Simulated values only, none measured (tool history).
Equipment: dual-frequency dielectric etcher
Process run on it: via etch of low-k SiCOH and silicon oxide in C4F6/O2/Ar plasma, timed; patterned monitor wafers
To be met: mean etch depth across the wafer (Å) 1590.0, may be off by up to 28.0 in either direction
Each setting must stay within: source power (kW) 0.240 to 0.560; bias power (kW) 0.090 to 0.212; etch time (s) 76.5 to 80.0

run,hour,source power (kW),bias power (kW),etch time (s),mean etch depth across the wafer (Å)
1,0.0,0.400,0.151,76.5,2038.2
2,5.6,0.380,0.144,76.5,1926.0
3,9.1,0.310,0.144,76.5,1728.8
4,13.5,0.240,0.144,76.5,1482.7
5,21.9,0.240,0.122,76.5,1404.0
6,28.5,0.250,0.122,76.5,1433.0
7,34.0,0.260,0.122,76.5,1472.9
8,41.2,0.270,0.122,76.5,1522.1
9,46.1,0.280,0.122,76.5,1568.5

Consider the 4 candidate settings below. Which is the only one whose results all fall within their allowed miss of target?
A,51.0,0.280,0.116,76.5,?
B,51.0,0.250,0.149,76.5,?
C,51.0,0.310,0.090,78.0,?
D,51.0,0.240,0.157,80.0,?

move,mean etch depth across the wafer (Å)
A,1518.6
B,1527.1
C,1531.9
D,1581.3
A: misses by more than the last run did
B: misses by more than the last run did
C: misses by more than the last run did
D: hits every target within its allowed miss
So the answer is move D, the one that meets all the targets.
